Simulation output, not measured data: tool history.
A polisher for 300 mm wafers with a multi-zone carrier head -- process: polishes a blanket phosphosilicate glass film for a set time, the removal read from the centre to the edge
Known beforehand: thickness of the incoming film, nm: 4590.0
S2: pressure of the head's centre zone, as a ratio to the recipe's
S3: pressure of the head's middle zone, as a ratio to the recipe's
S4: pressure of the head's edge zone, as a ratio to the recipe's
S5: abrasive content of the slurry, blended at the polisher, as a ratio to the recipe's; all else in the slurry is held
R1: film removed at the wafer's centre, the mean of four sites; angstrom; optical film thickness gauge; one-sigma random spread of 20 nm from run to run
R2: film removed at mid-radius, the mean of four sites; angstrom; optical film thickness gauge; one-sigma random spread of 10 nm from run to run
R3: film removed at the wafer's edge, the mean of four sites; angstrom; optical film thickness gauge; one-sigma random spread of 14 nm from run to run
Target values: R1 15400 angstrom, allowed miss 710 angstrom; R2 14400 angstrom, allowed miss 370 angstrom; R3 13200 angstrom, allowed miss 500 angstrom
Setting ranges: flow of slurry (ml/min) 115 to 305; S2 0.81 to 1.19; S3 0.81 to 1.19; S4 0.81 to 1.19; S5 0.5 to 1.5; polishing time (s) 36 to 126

{"run": 1, "hour": 0.0, "flow of slurry (ml/min)": 195, "S2": 1, "S3": 1, "S4": 1, "S5": 1, "polishing time (s)": 81, "R1": 8918, "R2": 8975.6, "R3": 9097.8}
{"run": 2, "hour": 2.1, "flow of slurry (ml/min)": 195, "S2": 1, "S3": 1.07, "S4": 1, "S5": 1, "polishing time (s)": 81, "R1": 8987.5, "R2": 9527.6, "R3": 9119}
{"run": 3, "hour": 4.0, "flow of slurry (ml/min)": 195, "S2": 1, "S3": 1.07, "S4": 1, "S5": 1, "polishing time (s)": 91, "R1": 10291, "R2": 10668, "R3": 10370}
{"run": 4, "hour": 8.2, "flow of slurry (ml/min)": 195, "S2": 1, "S3": 1.01, "S4": 1, "S5": 1, "polishing time (s)": 91, "R1": 10246, "R2": 10101, "R3": 10487}
{"run": 5, "hour": 16.5, "flow of slurry (ml/min)": 230, "S2": 1, "S3": 1.01, "S4": 1, "S5": 1, "polishing time (s)": 91, "R1": 10328, "R2": 10311, "R3": 10240}
{"run": 6, "hour": 17.9, "flow of slurry (ml/min)": 200, "S2": 1, "S3": 1.01, "S4": 1, "S5": 1, "polishing time (s)": 91, "R1": 10255, "R2": 10173, "R3": 10398}
{"run": 7, "hour": 25.1, "flow of slurry (ml/min)": 205, "S2": 1.1, "S3": 1.11, "S4": 1.05, "S5": 1.25, "polishing time (s)": 93, "R1": 12454, "R2": 12309, "R3": 11710}
{"run": 8, "hour": 31.4, "flow of slurry (ml/min)": 210, "S2": 1.12, "S3": 1.12, "S4": 1.05, "S5": 1.3, "polishing time (s)": 93, "R1": 13066, "R2": 12498, "R3": 12036}
{"run": 9, "hour": 40.3, "flow of slurry (ml/min)": 215, "S2": 1.13, "S3": 1.13, "S4": 1.05, "S5": 1.35, "polishing time (s)": 93, "R1": 13279, "R2": 13044, "R3": 12464}
{"run": 10, "hour": 42.2, "flow of slurry (ml/min)": 215, "S2": 1.13, "S3": 1.13, "S4": 1.05, "S5": 1.35, "polishing time (s)": 93, "R1": 13734, "R2": 12964, "R3": 12532}
{"run": 11, "hour": 43.4, "flow of slurry (ml/min)": 225, "S2": 1.13, "S3": 1.14, "S4": 1.04, "S5": 1.35, "polishing time (s)": 93, "R1": 13323, "R2": 13216, "R3": 12207}
{"run": 12, "hour": 51.6, "flow of slurry (ml/min)": 230, "S2": 1.19, "S3": 1.15, "S4": 1.04, "S5": 1.5, "polishing time (s)": 94, "R1": 15238, "R2": 13715, "R3": 12841}
{"run": 13, "hour": 54.5, "flow of slurry (ml/min)": 235, "S2": 1.19, "S3": 1.15, "S4": 1.04, "S5": 1.5, "polishing time (s)": 94, "R1": 15383, "R2": 14019, "R3": 12979}
{"run": 14, "hour": 63.0, "flow of slurry (ml/min)": 240, "S2": 1.19, "S3": 1.15, "S4": 1.04, "S5": 1.5, "polishing time (s)": 94, "R1": 14856, "R2": 13927, "R3": 12902}
{"run": 15, "hour": 70.5, "flow of slurry (ml/min)": 235, "S2": 1.19, "S3": 1.15, "S4": 1.04, "S5": 1.5, "polishing time (s)": 94, "R1": 15024, "R2": 14027, "R3": 12645}

5 next moves are on the table. One of them brings every result within its allowed miss. Which?
{"run": "A", "hour": 78.0, "flow of slurry (ml/min)": 245, "S2": 1.18, "S3": 1.16, "S4": 1.03, "S5": 1.3, "polishing time (s)": 102, "R1": "?", "R2": "?", "R3": "?"}
{"run": "B", "hour": 78.0, "flow of slurry (ml/min)": 240, "S2": 1.15, "S3": 1.17, "S4": 0.99, "S5": 1.45, "polishing time (s)": 90, "R1": "?", "R2": "?", "R3": "?"}
{"run": "C", "hour": 78.0, "flow of slurry (ml/min)": 285, "S2": 1.12, "S3": 1.18, "S4": 0.92, "S5": 1.35, "polishing time (s)": 97, "R1": "?", "R2": "?", "R3": "?"}
{"run": "D", "hour": 78.0, "flow of slurry (ml/min)": 175, "S2": 1.17, "S3": 1.19, "S4": 0.99, "S5": 1.2, "polishing time (s)": 99, "R1": "?", "R2": "?", "R3": "?"}
{"run": "E", "hour": 78.0, "flow of slurry (ml/min)": 230, "S2": 1.12, "S3": 1.19, "S4": 0.99, "S5": 1.3, "polishing time (s)": 94, "R1": "?", "R2": "?", "R3": "?"}

move=A R1=15427 R2=14453 R3=13310
move=B R1=13788 R2=13350 R3=11982
move=C R1=14346 R2=14339 R3=12295
move=D R1=13824 R2=13380 R3=11954
move=E R1=13398 R2=13508 R3=11972
A: all results land within tolerance of their targets
B: moves away from the targets compared with the last run
C: moves away from the targets compared with the last run
D: moves away from the targets compared with the last run
E: moves away from the targets compared with the last run
A meets every target.

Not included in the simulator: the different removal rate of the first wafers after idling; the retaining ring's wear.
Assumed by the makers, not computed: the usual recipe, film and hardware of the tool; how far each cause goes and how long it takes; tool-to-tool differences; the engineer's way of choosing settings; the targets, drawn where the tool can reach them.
